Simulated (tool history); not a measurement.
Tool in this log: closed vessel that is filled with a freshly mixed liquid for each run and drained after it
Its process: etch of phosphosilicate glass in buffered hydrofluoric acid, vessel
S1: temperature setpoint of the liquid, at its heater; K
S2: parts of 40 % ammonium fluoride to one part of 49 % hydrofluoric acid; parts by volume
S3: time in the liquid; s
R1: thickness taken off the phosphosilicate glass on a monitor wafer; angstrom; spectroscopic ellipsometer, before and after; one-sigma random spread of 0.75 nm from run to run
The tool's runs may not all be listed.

run 1 hour=0 | S1=295.15 S2=8 S3=30 | R1=1624.9
run 2 hour=6.6 | S1=294.15 S2=8.5 S3=30 | R1=1431.3
run 3 hour=11.1 | S1=293.15 S2=9 S3=30 | R1=1284
run 4 hour=12.6 | S1=293.15 S2=10.5 S3=30 | R1=1128.3
run 5 hour=18.5 | S1=292.65 S2=10.5 S3=30 | R1=1085.4
run 6 hour=23.6 | S1=292.65 S2=10.5 S3=30 | R1=1104.5
run 7 hour=25.9 | S1=292.15 S2=10.5 S3=30 | R1=1041.2

Run 8 is up next; what results do you expect?
run 8 hour=30.5 | S1=291.65 S2=10.5 S3=30 | R1=?

Run 8 produced R1 1035.7 angstrom.
